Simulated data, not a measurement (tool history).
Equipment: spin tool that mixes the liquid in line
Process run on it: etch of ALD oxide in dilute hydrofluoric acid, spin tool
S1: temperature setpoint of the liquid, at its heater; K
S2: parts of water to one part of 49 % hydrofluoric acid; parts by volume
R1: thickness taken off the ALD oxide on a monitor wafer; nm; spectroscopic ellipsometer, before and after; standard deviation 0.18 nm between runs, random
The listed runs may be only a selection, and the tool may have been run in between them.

{"run": 1, "hour": 0.0, "S1": 298.15, "S2": 170, "time under the liquid (s)": 300, "R1": 28.257}
{"run": 2, "hour": 3.3, "S1": 298.15, "S2": 170, "time under the liquid (s)": 300, "R1": 28.167}
{"run": 3, "hour": 10.7, "S1": 296.65, "S2": 175, "time under the liquid (s)": 300, "R1": 25.463}
{"run": 4, "hour": 16.8, "S1": 296.65, "S2": 175, "time under the liquid (s)": 325, "R1": 27.797}
{"run": 5, "hour": 21.4, "S1": 296.65, "S2": 175, "time under the liquid (s)": 300, "R1": 25.856}
{"run": 6, "hour": 23.0, "S1": 294.15, "S2": 175, "time under the liquid (s)": 300, "R1": 23.412}
{"run": 7, "hour": 27.7, "S1": 293.65, "S2": 175, "time under the liquid (s)": 300, "R1": 22.886}

Run 8 has not been measured yet. What should we expect?
{"run": 8, "hour": 35.4, "S1": 293.15, "S2": 175, "time under the liquid (s)": 300, "R1": "?"}

Logged for run 8: R1 22.625 nm.
